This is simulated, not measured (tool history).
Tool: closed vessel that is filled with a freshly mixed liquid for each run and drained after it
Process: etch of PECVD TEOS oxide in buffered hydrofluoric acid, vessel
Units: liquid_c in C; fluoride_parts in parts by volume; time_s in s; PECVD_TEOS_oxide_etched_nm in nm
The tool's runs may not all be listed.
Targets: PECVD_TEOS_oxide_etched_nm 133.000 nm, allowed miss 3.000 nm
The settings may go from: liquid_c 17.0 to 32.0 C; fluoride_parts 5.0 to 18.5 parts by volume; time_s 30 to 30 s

| run | hour | liquid_c | fluoride_parts | time_s | PECVD_TEOS_oxide_etched_nm |
|---|---|---|---|---|---|
| 1 | 0.0 | 25.0 | 11.5 | 30 | 66.852 |
| 2 | 8.3 | 27.0 | 10.5 | 30 | 81.461 |
| 3 | 13.7 | 28.5 | 10.0 | 30 | 91.771 |
| 4 | 20.7 | 28.5 | 13.0 | 30 | 71.510 |
| 5 | 24.4 | 28.5 | 10.0 | 30 | 92.675 |
|  | 32.2 | thermometer replaced |
| 6 | 32.2 | 29.5 | 9.5 | 30 | 111.520 |
| 7 | 39.3 | 30.0 | 9.5 | 30 | 114.080 |
| 8 | 40.9 | 30.5 | 9.5 | 30 | 117.580 |
| 9 | 45.8 | 31.0 | 9.5 | 30 | 120.560 |

5 next moves are on the table. One of them brings every result within its allowed miss. Which?
| A | 50.7 | 32.0 | 9.5 | 30 | ? |
| B | 50.7 | 27.0 | 7.0 | 30 | ? |
| C | 50.7 | 25.5 | 8.0 | 30 | ? |
| D | 50.7 | 30.5 | 9.0 | 30 | ? |
| E | 50.7 | 30.0 | 8.5 | 30 | ? |

| move | PECVD_TEOS_oxide_etched_nm |
|---|---|
| A | 127.570 |
| B | 133.150 |
| C | 106.360 |
| D | 122.070 |
| E | 126.520 |
A: nearer than the last run, and not there yet
B: meets every target
C: further off than the last run
D: nearer than the last run, and not there yet
E: nearer than the last run, and not there yet
Answer: B

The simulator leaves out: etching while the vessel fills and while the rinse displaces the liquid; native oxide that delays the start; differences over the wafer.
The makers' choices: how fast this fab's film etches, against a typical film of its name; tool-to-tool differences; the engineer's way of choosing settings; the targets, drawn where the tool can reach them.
